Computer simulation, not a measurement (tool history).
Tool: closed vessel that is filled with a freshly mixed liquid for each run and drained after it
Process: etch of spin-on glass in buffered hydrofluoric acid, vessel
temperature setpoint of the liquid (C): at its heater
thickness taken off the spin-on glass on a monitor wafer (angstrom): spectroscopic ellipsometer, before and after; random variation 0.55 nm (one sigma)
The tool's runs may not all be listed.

run  hour  temperature setpoint of the liquid (C)  parts of 40 % ammonium fluoride to one part of 49 % hydrofluoric acid (parts by volume)  time in the liquid (s)  thickness taken off the spin-on glass on a monitor wafer (angstrom)
  1     0                                      20                                                                                       12                      30                                                               487.56
  2     2                                      21                                                                                       12                      30                                                               509.78
  3   9.2                                      21                                                                                       12                      30                                                               522.04
  4  12.4                                      21                                                                                      8.5                      30                                                               688.88
  5  17.8                                      24                                                                                      8.5                      30                                                               822.93
  6  24.8                                      24                                                                                      8.5                      30                                                               821.87
  7    26                                    22.5                                                                                      8.5                      30                                                               752.29
  8  34.4                                    21.5                                                                                      8.5                      30                                                               715.06
  9  38.7                                    20.5                                                                                      8.5                      30                                                                662.8

The next listed run, before its measurement:
     42.9  -- thermometer replaced
 10  42.9                                    20.5                                                                                      8.5                      30                                                                    ?

Run 10 gave thickness taken off the spin-on glass on a monitor wafer (angstrom) 742.35.
